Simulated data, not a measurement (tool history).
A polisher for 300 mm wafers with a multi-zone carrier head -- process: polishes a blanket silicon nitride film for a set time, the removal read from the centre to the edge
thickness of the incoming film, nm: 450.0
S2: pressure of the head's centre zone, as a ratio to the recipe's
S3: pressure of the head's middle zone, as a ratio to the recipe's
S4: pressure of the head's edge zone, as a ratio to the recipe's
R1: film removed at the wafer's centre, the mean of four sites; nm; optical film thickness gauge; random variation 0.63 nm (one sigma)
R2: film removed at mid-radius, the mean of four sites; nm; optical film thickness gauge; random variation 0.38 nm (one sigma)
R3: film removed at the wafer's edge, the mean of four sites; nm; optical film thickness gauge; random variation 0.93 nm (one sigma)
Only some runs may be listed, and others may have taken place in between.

Run 1, day 0: flow of slurry (ml/min) 130, S2 1, S3 1, S4 1, polishing time (s) 72. Result: R1 119.73 nm, R2 122.49 nm, R3 123.12 nm.
Run 2, day 0.108: flow of slurry (ml/min) 130, S2 1, S3 1, S4 0.97, polishing time (s) 72. Result: R1 121.5 nm, R2 121.76 nm, R3 117.96 nm.
Run 3, day 0.383: flow of slurry (ml/min) 130, S2 1.04, S3 1, S4 0.97, polishing time (s) 72. Result: R1 125.33 nm, R2 121.54 nm, R3 119.97 nm.
Run 4, day 0.45: flow of slurry (ml/min) 130, S2 1.04, S3 1, S4 1.01, polishing time (s) 72. Result: R1 125.76 nm, R2 121.63 nm, R3 120.41 nm.
Run 5, day 0.658: flow of slurry (ml/min) 130, S2 0.98, S3 1, S4 1.01, polishing time (s) 72. Result: R1 120.03 nm, R2 122.28 nm, R3 121.24 nm.
Run 6, day 0.754: flow of slurry (ml/min) 115, S2 0.94, S3 0.95, S4 1.01, polishing time (s) 63. Result: R1 94.979 nm, R2 98.428 nm, R3 103.94 nm.
Run 7, day 0.875: flow of slurry (ml/min) 105, S2 0.92, S3 0.91, S4 0.99, polishing time (s) 58. Result: R1 82.295 nm, R2 85.679 nm, R3 92.949 nm.

Forecast run 8:
Run 8, day 1.154: flow of slurry (ml/min) 100, S2 0.91, S3 0.88, S4 0.98, polishing time (s) 55. Result: R1 ?, R2 ?, R3 ?.

{"run 8": {"R1": 75.584, "R2": 77.952, "R3": 85.173}}
